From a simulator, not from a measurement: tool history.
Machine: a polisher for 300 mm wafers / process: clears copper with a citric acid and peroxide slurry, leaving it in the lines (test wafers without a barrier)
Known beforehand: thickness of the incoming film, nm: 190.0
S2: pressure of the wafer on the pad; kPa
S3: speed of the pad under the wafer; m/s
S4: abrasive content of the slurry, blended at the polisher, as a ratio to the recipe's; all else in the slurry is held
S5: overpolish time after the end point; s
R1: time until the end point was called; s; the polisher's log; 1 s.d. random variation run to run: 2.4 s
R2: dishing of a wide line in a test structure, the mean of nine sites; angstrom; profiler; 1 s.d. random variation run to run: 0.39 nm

Run 1, hour 0: flow of slurry (ml/min) 260, S2 20 kPa, S3 1.26 m/s, S4 1, S5 23 s. Result: R1 64.816 s, R2 392.09 angstrom.
Run 2, hour 3.4: flow of slurry (ml/min) 260, S2 17.9 kPa, S3 1.2 m/s, S4 1, S5 24 s. Result: R1 79.86 s, R2 362.63 angstrom.
Run 3, hour 11.5: flow of slurry (ml/min) 260, S2 16.5 kPa, S3 1.2 m/s, S4 1, S5 24 s. Result: R1 83.031 s, R2 344.65 angstrom.
Run 4, hour 19.7: flow of slurry (ml/min) 260, S2 14.5 kPa, S3 1.2 m/s, S4 1, S5 24 s. Result: R1 97.11 s, R2 314.97 angstrom.
Run 5, hour 22.8: flow of slurry (ml/min) 310, S2 14.5 kPa, S3 1.2 m/s, S4 1, S5 24 s. Result: R1 94.7 s, R2 315.08 angstrom.
Run 6, hour 27.7: flow of slurry (ml/min) 310, S2 13.8 kPa, S3 1.18 m/s, S4 1, S5 24 s. Result: R1 99.404 s, R2 286.29 angstrom.
Run 7, hour 29.8: flow of slurry (ml/min) 310, S2 13.8 kPa, S3 1.18 m/s, S4 1, S5 24 s. Result: R1 101.48 s, R2 298.1 angstrom.
Run 8, hour 33.4: flow of slurry (ml/min) 310, S2 13.1 kPa, S3 1.16 m/s, S4 1, S5 24 s. Result: R1 107.33 s, R2 279.86 angstrom.
Run 9, hour 37.9: flow of slurry (ml/min) 310, S2 12.4 kPa, S3 1.14 m/s, S4 1, S5 24 s. Result: R1 113.73 s, R2 253.16 angstrom.
Run 10, hour 46.2: flow of slurry (ml/min) 310, S2 11.7 kPa, S3 1.14 m/s, S4 1, S5 25 s. Result: R1 123.51 s, R2 259.28 angstrom.

Run 11 has not been measured yet. What should we expect?
Run 11, hour 49.8: flow of slurry (ml/min) 310, S2 11 kPa, S3 1.14 m/s, S4 1, S5 25 s. Result: R1 ?, R2 ?.

{"run 11": {"R1": 127.25, "R2": 242.28}}
